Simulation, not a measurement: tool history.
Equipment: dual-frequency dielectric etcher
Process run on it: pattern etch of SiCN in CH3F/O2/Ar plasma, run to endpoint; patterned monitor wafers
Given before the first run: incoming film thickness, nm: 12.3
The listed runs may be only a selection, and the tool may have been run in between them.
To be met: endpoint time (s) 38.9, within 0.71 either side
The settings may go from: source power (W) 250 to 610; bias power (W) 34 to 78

Run 1, day 0: source power (W) 430, bias power (W) 56. Result: endpoint time (s) 35.454.
Run 2, day 0.092: source power (W) 400, bias power (W) 55. Result: endpoint time (s) 36.155.
Run 3, day 0.362: source power (W) 370, bias power (W) 54. Result: endpoint time (s) 37.324.
Run 4, day 0.554: source power (W) 360, bias power (W) 54. Result: endpoint time (s) 37.4.
Run 5, day 0.65: source power (W) 360, bias power (W) 62. Result: endpoint time (s) 35.249.
Run 6, day 0.858: source power (W) 330, bias power (W) 60. Result: endpoint time (s) 36.423.
Run 7, day 1.2: source power (W) 310, bias power (W) 59. Result: endpoint time (s) 37.151.
Run 8, day 1.308: source power (W) 300, bias power (W) 58. Result: endpoint time (s) 37.603.

Pick the move, out of 5, that brings all results within their allowed miss; only one does.
Run A, day 1.417: source power (W) 360, bias power (W) 61. Result: endpoint time (s) ?.
Run B, day 1.417: source power (W) 340, bias power (W) 63. Result: endpoint time (s) ?.
Run C, day 1.417: source power (W) 310, bias power (W) 59. Result: endpoint time (s) ?.
Run D, day 1.417: source power (W) 300, bias power (W) 54. Result: endpoint time (s) ?.
Run E, day 1.417: source power (W) 300, bias power (W) 61. Result: endpoint time (s) ?.

move  endpoint time (s)
   A             35.296
   B             35.245
   C             37.011
   D             38.757
   E             36.722
A: moves away from the targets compared with the last run
B: moves away from the targets compared with the last run
C: moves away from the targets compared with the last run
D: all results in spec
E: moves away from the targets compared with the last run
The right move is D.
